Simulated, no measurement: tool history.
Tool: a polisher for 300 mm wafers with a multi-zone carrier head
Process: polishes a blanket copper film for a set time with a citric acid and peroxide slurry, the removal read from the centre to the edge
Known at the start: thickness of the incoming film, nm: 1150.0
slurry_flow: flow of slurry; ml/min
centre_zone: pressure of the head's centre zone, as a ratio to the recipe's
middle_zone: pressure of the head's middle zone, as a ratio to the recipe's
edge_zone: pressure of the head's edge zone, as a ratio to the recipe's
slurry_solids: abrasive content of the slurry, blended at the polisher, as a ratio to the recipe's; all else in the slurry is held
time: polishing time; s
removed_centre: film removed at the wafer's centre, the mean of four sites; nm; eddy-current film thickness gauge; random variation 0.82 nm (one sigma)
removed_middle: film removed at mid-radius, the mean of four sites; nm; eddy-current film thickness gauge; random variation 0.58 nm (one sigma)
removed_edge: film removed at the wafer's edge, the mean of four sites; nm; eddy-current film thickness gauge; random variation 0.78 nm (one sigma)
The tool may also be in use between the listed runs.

{"run": 1, "hour": 0.0, "slurry_flow": 315, "centre_zone": 1, "middle_zone": 1, "edge_zone": 1, "slurry_solids": 1, "time": 49, "removed_centre": 100.59, "removed_middle": 102.88, "removed_edge": 102.67}
{"run": 2, "hour": 2.0, "slurry_flow": 315, "centre_zone": 1, "middle_zone": 0.93, "edge_zone": 1, "slurry_solids": 1, "time": 49, "removed_centre": 99.799, "removed_middle": 97.949, "removed_edge": 103.95}
{"run": 3, "hour": 2.8, "slurry_flow": 315, "centre_zone": 1, "middle_zone": 0.89, "edge_zone": 1, "slurry_solids": 1, "time": 49, "removed_centre": 99.296, "removed_middle": 93.319, "removed_edge": 102.54}
{"run": 4, "hour": 8.8, "slurry_flow": 315, "centre_zone": 1, "middle_zone": 0.82, "edge_zone": 1, "slurry_solids": 1, "time": 49, "removed_centre": 98.214, "removed_middle": 87.373, "removed_edge": 102.78}
{"run": 5, "hour": 12.0, "slurry_flow": 255, "centre_zone": 1, "middle_zone": 0.82, "edge_zone": 1, "slurry_solids": 1, "time": 49, "removed_centre": 95.923, "removed_middle": 84.882, "removed_edge": 99.19}
{"run": 6, "hour": 17.5, "slurry_flow": 255, "centre_zone": 1.05, "middle_zone": 0.82, "edge_zone": 1, "slurry_solids": 1, "time": 49, "removed_centre": 98.525, "removed_middle": 84.101, "removed_edge": 101.19}
{"run": 7, "hour": 22.5, "slurry_flow": 250, "centre_zone": 1.04, "middle_zone": 0.82, "edge_zone": 0.99, "slurry_solids": 1, "time": 49, "removed_centre": 98.627, "removed_middle": 84.691, "removed_edge": 99.589}

Forecast run 8:
{"hour": 24.6, "done": "slurry nozzle cleaned"}
{"run": 8, "hour": 24.6, "slurry_flow": 245, "centre_zone": 1.03, "middle_zone": 0.82, "edge_zone": 0.99, "slurry_solids": 1, "time": 49, "removed_centre": "?", "removed_middle": "?", "removed_edge": "?"}

Run 8 gave removed_centre 103.21 nm, removed_middle 89.094 nm, removed_edge 103.33 nm.
